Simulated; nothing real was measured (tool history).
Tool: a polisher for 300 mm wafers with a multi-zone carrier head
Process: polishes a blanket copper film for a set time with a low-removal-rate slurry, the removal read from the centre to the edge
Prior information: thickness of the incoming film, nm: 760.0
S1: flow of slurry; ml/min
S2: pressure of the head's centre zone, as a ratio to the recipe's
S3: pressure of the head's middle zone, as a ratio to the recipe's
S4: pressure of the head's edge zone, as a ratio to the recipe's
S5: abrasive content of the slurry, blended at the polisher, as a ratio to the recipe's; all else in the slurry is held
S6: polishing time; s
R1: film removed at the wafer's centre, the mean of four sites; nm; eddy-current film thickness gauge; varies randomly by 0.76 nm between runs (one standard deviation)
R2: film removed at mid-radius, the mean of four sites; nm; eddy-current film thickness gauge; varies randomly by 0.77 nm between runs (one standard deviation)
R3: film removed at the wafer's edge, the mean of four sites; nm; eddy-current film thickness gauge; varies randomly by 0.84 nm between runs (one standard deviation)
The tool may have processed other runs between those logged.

run,hour,S1,S2,S3,S4,S5,S6,R1,R2,R3
1,0.0,130,1.00,1.00,1.00,1.00,34,103.170,102.590,102.670
2,2.5,125,1.00,0.97,0.97,0.90,34,99.296,95.817,96.991
3,8.4,125,1.00,1.00,0.97,0.90,34,99.542,99.274,97.357
4,11.7,125,1.08,1.00,0.97,0.90,34,107.190,99.784,96.994
5,12.7,105,1.08,1.00,0.97,0.90,34,101.290,94.262,94.199
6,13.8,105,1.08,1.00,0.97,0.70,34,96.655,89.354,88.645

Run 7 has not been measured yet. What should we expect?
7,19.9,100,1.07,0.97,0.96,0.65,34,?,?,?

{"run 7": {"R1": 91.993, "R2": 84.54, "R3": 86.099}}

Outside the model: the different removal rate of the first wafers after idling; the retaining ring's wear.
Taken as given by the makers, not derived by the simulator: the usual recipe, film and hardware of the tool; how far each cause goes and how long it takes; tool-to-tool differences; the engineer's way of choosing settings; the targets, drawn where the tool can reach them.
